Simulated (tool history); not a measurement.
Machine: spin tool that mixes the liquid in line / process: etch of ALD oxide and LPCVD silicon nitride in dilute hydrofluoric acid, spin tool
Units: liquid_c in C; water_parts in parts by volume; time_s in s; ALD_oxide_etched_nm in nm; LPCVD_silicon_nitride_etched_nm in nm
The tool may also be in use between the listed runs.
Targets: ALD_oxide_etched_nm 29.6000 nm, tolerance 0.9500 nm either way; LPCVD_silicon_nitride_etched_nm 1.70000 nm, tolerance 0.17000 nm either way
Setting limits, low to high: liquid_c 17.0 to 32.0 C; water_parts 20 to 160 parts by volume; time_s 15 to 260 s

| run | hour | liquid_c | water_parts | time_s | ALD_oxide_etched_nm | LPCVD_silicon_nitride_etched_nm |
|---|---|---|---|---|---|---|
| 1 | 0.0 | 24.0 | 90 | 130 | 14.6740 | 0.81412 |
| 2 | 2.0 | 25.0 | 80 | 130 | 17.5920 | 0.92444 |
| 3 | 9.2 | 25.0 | 80 | 75 | 10.0160 | 0.55049 |
| 4 | 15.0 | 26.5 | 80 | 75 | 10.8460 | 0.64060 |
| 5 | 15.7 | 28.0 | 80 | 75 | 11.3170 | 0.69128 |
| 6 | 24.3 | 28.0 | 80 | 20 | 3.0509 | 0.18604 |
| 7 | 32.6 | 28.5 | 65 | 35 | 6.8034 | 0.40928 |
| 8 | 36.9 | 29.0 | 55 | 40 | 9.5239 | 0.55809 |
| 9 | 43.3 | 32.0 | 20 | 80 | 62.5050 | 3.69970 |
| 10 | 47.0 | 30.0 | 25 | 80 | 45.8020 | 2.52270 |
| 11 | 53.9 | 29.5 | 30 | 80 | 36.5380 | 2.00600 |
| 12 | 58.5 | 29.0 | 30 | 80 | 36.0100 | 2.08830 |
| 13 | 67.4 | 28.5 | 30 | 80 | 35.8320 | 2.03450 |
| 14 | 69.0 | 28.0 | 30 | 80 | 34.5600 | 1.88840 |

Next run, 5 choices. One meets every target within its allowed miss, the rest don't. Which?
| A | 70.6 | 22.5 | 25 | 70 | ? | ? |
| B | 70.6 | 26.5 | 25 | 65 | ? | ? |
| C | 70.6 | 20.0 | 40 | 135 | ? | ? |
| D | 70.6 | 22.0 | 20 | 80 | ? | ? |
| E | 70.6 | 29.5 | 30 | 65 | ? | ? |

| move | ALD_oxide_etched_nm | LPCVD_silicon_nitride_etched_nm |
|---|---|---|
| A | 29.2320 | 1.34620 |
| B | 32.0940 | 1.64130 |
| C | 31.0860 | 1.38690 |
| D | 41.1440 | 1.83900 |
| E | 29.9940 | 1.67860 |
A: puts the biggest miss on target and leaves a different result outside tolerance
B: closer than the last run, but not yet in spec
C: closer than the last run, but not yet in spec
D: its largest miss is bigger than the last run's
E: meets every target
E meets every target.
